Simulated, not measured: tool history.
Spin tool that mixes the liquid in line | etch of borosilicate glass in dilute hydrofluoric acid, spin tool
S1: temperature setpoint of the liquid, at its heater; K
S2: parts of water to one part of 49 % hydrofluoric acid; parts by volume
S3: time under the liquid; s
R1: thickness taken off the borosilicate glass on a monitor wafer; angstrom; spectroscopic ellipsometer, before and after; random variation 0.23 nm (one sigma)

{"run": 1, "hour": 0.0, "S1": 294.15, "S2": 115, "S3": 100, "R1": 319.72}
{"run": 2, "hour": 4.3, "S1": 296.65, "S2": 105, "S3": 100, "R1": 392.06}
{"run": 3, "hour": 12.8, "S1": 293.15, "S2": 105, "S3": 100, "R1": 341.43}
{"run": 4, "hour": 18.0, "S1": 295.65, "S2": 105, "S3": 100, "R1": 377.32}
{"run": 5, "hour": 23.2, "S1": 295.65, "S2": 65, "S3": 100, "R1": 641.33}
{"run": 6, "hour": 25.0, "S1": 295.65, "S2": 100, "S3": 100, "R1": 397.38}
{"run": 7, "hour": 32.7, "S1": 295.65, "S2": 100, "S3": 100, "R1": 398.38}

The next listed run, before its measurement:
{"run": 8, "hour": 34.9, "S1": 297.65, "S2": 95, "S3": 100, "R1": "?"}

R1: 456.73 angstrom

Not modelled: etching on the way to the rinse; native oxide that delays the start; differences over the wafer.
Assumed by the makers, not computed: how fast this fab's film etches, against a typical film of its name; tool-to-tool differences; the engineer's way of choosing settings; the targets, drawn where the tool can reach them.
